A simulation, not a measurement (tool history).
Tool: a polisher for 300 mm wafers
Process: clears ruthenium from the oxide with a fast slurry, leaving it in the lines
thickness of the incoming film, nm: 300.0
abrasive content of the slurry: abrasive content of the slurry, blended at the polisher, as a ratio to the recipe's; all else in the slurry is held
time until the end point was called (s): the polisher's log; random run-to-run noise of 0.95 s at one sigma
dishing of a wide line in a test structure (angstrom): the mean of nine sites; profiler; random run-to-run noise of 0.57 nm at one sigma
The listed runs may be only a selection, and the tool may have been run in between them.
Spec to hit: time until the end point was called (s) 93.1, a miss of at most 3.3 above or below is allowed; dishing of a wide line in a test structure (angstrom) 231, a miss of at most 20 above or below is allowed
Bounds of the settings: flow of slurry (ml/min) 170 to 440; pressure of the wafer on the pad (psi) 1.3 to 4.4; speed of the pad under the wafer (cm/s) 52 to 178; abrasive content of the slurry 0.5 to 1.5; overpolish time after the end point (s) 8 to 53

run   hour  flow of slurry (ml/min)  pressure of the wafer on the pad (psi)  speed of the pad under the wafer (cm/s)  abrasive content of the slurry  overpolish time after the end point (s)  time until the end point was called (s)  dishing of a wide line in a test structure (angstrom)
  1      0                      280                                     2.8                                      114                               1                                       27                                   55.862                                                 905.71
  2    6.8                      280                                     2.8                                      114                             1.2                                       27                                    51.64                                                 985.95
  3   15.3                      280                                     2.5                                      114                             1.2                                       27                                   55.548                                                 908.73
  4   23.2                      290                                     2.3                                      116                            1.05                                       23                                   61.208                                                 772.96
  5   29.7                      265                                     2.1                                      118                            0.95                                       20                                   68.229                                                 672.63
  6   34.6                      230                                     2.1                                      118                            0.95                                       20                                   70.244                                                 650.51
  7   42.7                      220                                       2                                      118                            0.85                                       18                                   77.274                                                 553.01
  8   50.3                      210                                     2.1                                      116                             0.8                                       16                                    80.12                                                 475.54
  9   53.7                      200                                     2.4                                      110                            0.75                                       14                                   81.499                                                 415.42
 10   59.2                      195                                     2.6                                      104                             0.7                                       13                                   87.662                                                 381.87
 11   62.8                      190                                     2.9                                       98                            0.65                                       12                                   91.393                                                 337.79
 12   67.5                      185                                     3.2                                       94                             0.6                                       11                                   97.916                                                 305.77
 13   74.2                      180                                     3.4                                       92                             0.6                                       10                                   95.931                                                 269.37
 14   79.1                      180                                     3.5                                       92                             0.6                                       10                                   94.951                                                 285.27
 15   83.2                      180                                     3.7                                       92                             0.6                                       10                                   89.076                                                 290.55
 16   91.6                      180                                     3.8                                       90                             0.6                                       10                                   88.608                                                 292.75
 17   95.5                      180                                     3.9                                       88                             0.6                                       10                                    90.96                                                 293.73
 18   97.5                      180                                     3.9                                       88                             0.6                                       10                                   89.066                                                  294.2
 19    101                      180                                       4                                       86                             0.6                                       10                                   88.669                                                 296.68
       106  -- head pressure recalibrated
 20    106                      180                                     4.1                                       86                             0.6                                       10                                   95.438                                                 274.99
 21  108.9                      180                                     4.2                                       86                             0.6                                       10                                   94.773                                                 272.34
 22  110.6                      180                                     4.4                                       78                             0.6                                        8                                   98.514                                                 218.06
 23  115.1                      180                                     4.4                                       80                             0.6                                        8                                   96.702                                                 218.57

Which of these 4 next moves meets every target?
  A  119.6                      170                                     4.4                                       68                            0.75                                       10                                        ?                                                      ?
  B  119.6                      220                                       4                                      100                             0.5                                       12                                        ?                                                      ?
  C  119.6                      175                                     4.2                                       80                             0.6                                        9                                        ?                                                      ?
  D  119.6                      210                                     4.4                                       90                            0.55                                        8                                        ?                                                      ?

move  time until the end point was called (s)  dishing of a wide line in a test structure (angstrom)
   A                                   93.097                                                 286.24
   B                                   100.71                                                 314.23
   C                                    100.7                                                 242.04
   D                                   92.738                                                 234.27
A: gets the furthest-off result to its target, but another result is out of tolerance
B: lands further from the targets than the last run did
C: lands further from the targets than the last run did
D: in spec on every target
The right move is D.

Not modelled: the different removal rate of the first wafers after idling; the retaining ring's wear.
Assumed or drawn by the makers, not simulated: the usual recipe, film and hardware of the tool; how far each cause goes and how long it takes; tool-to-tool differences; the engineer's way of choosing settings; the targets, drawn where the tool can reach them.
